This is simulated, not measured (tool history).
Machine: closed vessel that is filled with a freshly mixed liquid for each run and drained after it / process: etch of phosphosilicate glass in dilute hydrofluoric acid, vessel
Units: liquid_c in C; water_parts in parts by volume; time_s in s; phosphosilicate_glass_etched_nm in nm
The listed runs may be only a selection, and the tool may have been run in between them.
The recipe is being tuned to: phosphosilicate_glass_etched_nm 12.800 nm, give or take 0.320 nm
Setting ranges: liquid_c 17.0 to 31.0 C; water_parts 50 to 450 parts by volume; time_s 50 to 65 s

| run | hour | liquid_c | water_parts | time_s | phosphosilicate_glass_etched_nm |
|---|---|---|---|---|---|
| 1 | 0.0 | 23.0 | 250 | 65 | 20.535 |
| 2 | 4.7 | 22.0 | 260 | 65 | 18.474 |
| 3 | 9.3 | 21.5 | 265 | 65 | 17.785 |
| 4 | 15.8 | 21.0 | 270 | 65 | 17.134 |
| 5 | 22.4 | 20.5 | 275 | 65 | 16.459 |
| 6 | 25.4 | 18.0 | 275 | 65 | 15.279 |
| 7 | 34.2 | 18.0 | 280 | 65 | 14.577 |
| 8 | 43.1 | 18.0 | 285 | 65 | 14.284 |
| 9 | 51.6 | 17.5 | 295 | 65 | 13.561 |

Below are 5 possible settings for the next run. Only one of them brings all results inside the allowed miss of their targets. Which is it?
| A | 60.1 | 17.0 | 235 | 50 | ? |
| B | 60.1 | 17.5 | 250 | 50 | ? |
| C | 60.1 | 17.0 | 230 | 50 | ? |
| D | 60.1 | 19.5 | 270 | 55 | ? |
| E | 60.1 | 17.0 | 295 | 65 | ? |

| move | phosphosilicate_glass_etched_nm |
|---|---|
| A | 13.543 |
| B | 12.794 |
| C | 13.903 |
| D | 13.776 |
| E | 13.267 |
A: no better and no worse than the last run
B: every result lands within tolerance
C: its largest miss is bigger than the last run's
D: its largest miss is bigger than the last run's
E: gains on the last run, yet a result remains outside its allowed miss
The right move is B.
